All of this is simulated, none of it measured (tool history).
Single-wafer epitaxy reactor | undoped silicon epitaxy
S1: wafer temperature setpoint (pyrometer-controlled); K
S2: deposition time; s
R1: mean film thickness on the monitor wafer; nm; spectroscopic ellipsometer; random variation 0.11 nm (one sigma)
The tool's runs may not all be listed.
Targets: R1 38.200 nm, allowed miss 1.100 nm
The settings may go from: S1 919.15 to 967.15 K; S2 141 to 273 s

run 1 hour=0.0 | S1=943.15 S2=207 | R1=50.397
run 2 hour=4.0 | S1=939.15 S2=206 | R1=45.535
run 3 hour=10.4 | S1=937.15 S2=206 | R1=43.330
run 4 hour=12.4 | S1=943.15 S2=206 | R1=50.061
-- hour=20.0 pyrometer calibrated
run 5 hour=20.0 | S1=939.15 S2=205 | R1=48.218
run 6 hour=25.4 | S1=934.15 S2=203 | R1=42.187
run 7 hour=34.2 | S1=932.15 S2=203 | R1=40.394
run 8 hour=42.5 | S1=931.15 S2=203 | R1=39.452

Which of these 5 next moves meets every target?
run A hour=50.8 | S1=928.15 S2=214 | R1=?
run B hour=50.8 | S1=934.15 S2=193 | R1=?
run C hour=50.8 | S1=931.15 S2=214 | R1=?
run D hour=50.8 | S1=929.15 S2=226 | R1=?
run E hour=50.8 | S1=934.15 S2=200 | R1=?

move=A R1=38.694
move=B R1=40.230
move=C R1=41.556
move=D R1=41.849
move=E R1=41.689
A: meets every target
B: further off than the last run
C: further off than the last run
D: further off than the last run
E: further off than the last run
Move A is the one to make.
